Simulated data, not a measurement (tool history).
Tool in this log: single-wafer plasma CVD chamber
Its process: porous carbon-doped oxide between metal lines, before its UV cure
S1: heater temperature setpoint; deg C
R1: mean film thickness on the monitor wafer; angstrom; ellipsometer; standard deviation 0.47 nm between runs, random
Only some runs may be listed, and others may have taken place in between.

{"run": 1, "hour": 0.0, "S1": 310, "RF power (kW)": 0.46, "deposition time (s)": 21.3, "R1": 1122.2}
{"run": 2, "hour": 2.3, "S1": 300, "RF power (kW)": 0.46, "deposition time (s)": 21.3, "R1": 1200.1}
{"run": 3, "hour": 7.8, "S1": 305, "RF power (kW)": 0.46, "deposition time (s)": 21.3, "R1": 1154.6}
{"run": 4, "hour": 15.7, "S1": 305, "RF power (kW)": 0.46, "deposition time (s)": 21.3, "R1": 1154.5}
{"run": 5, "hour": 19.8, "S1": 311, "RF power (kW)": 0.45, "deposition time (s)": 21.3, "R1": 1104.9}
{"run": 6, "hour": 24.5, "S1": 315, "RF power (kW)": 0.44, "deposition time (s)": 21.3, "R1": 1065.3}

Run 7 has not been measured yet. What should we expect?
{"run": 7, "hour": 29.1, "S1": 318, "RF power (kW)": 0.435, "deposition time (s)": 21.3, "R1": "?"}

R1: 1036.6 angstrom
